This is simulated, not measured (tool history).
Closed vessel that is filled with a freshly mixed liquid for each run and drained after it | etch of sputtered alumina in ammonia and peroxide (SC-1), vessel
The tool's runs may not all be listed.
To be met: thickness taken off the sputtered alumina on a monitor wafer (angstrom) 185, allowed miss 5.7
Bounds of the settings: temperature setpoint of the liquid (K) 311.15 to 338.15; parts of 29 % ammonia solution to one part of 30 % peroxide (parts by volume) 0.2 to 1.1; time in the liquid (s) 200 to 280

run,day,temperature setpoint of the liquid (K),parts of 29 % ammonia solution to one part of 30 % peroxide (parts by volume),time in the liquid (s),thickness taken off the sputtered alumina on a monitor wafer (angstrom)
1,0,322.15,0.6,280,144.3
2,0.308,322.15,0.6,280,141.61
3,0.408,323.15,0.6,280,148.47
4,0.704,316.15,0.6,280,99.896
5,0.954,316.15,0.75,280,102.45
6,1.325,313.65,0.75,280,88.528
7,1.667,313.65,0.75,280,88.515
8,1.846,313.65,0.75,280,87.669
9,2.067,316.15,0.75,280,101.42
10,2.388,318.15,0.75,280,114.95
11,2.683,319.65,0.75,280,126.47
12,2.8,321.15,0.75,280,135.73
13,3.112,322.15,0.75,280,143.9
14,3.379,323.15,0.75,280,152.58
15,3.579,323.65,0.75,280,155.27
16,3.775,324.15,0.75,280,161.23
17,3.846,324.65,0.75,280,165.93
18,4.017,325.15,0.75,280,167.23
19,4.308,325.65,0.75,280,174.24

Which of these 4 next moves meets every target?
A,4.6,326.15,0.7,270,?
B,4.6,324.65,0.85,280,?
C,4.6,329.65,1,200,?
D,4.6,326.65,0.7,280,?

move,thickness taken off the sputtered alumina on a monitor wafer (angstrom)
A,172.29
B,167.8
C,159.05
D,183.54
A: further off than the last run
B: further off than the last run
C: further off than the last run
D: meets every target
Answer: D

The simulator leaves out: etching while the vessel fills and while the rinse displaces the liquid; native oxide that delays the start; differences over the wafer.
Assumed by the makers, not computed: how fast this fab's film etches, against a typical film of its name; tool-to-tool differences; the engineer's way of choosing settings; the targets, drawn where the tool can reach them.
